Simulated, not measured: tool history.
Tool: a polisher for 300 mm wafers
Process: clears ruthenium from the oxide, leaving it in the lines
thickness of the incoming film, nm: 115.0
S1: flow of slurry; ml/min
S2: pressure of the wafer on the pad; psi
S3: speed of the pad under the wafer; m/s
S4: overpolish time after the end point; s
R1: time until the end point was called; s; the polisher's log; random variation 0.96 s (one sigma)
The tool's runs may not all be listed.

| run | hour | S1 | S2 | S3 | S4 | R1 |
|---|---|---|---|---|---|---|
| 1 | 0 | 270 | 1.8 | 0.96 | 18 | 163.39 |
| 2 | 1.5 | 270 | 2.2 | 0.96 | 18 | 131.42 |
| 3 | 8 | 270 | 2.4 | 0.96 | 18 | 120.77 |
| 4 | 10.8 | 270 | 2.1 | 0.96 | 18 | 138.55 |
| 5 | 14.4 | 270 | 2.1 | 0.96 | 18 | 141.37 |
| 6 | 23.1 | 270 | 1.9 | 0.96 | 18 | 154.64 |
| 7 | 29.5 | 270 | 2.2 | 0.96 | 18 | 131.22 |

Run 8 comes next. What will it give?
| 8 | 36.8 | 270 | 2.4 | 0.96 | 18 | ? |

{"run 8": {"R1": 121.74}}
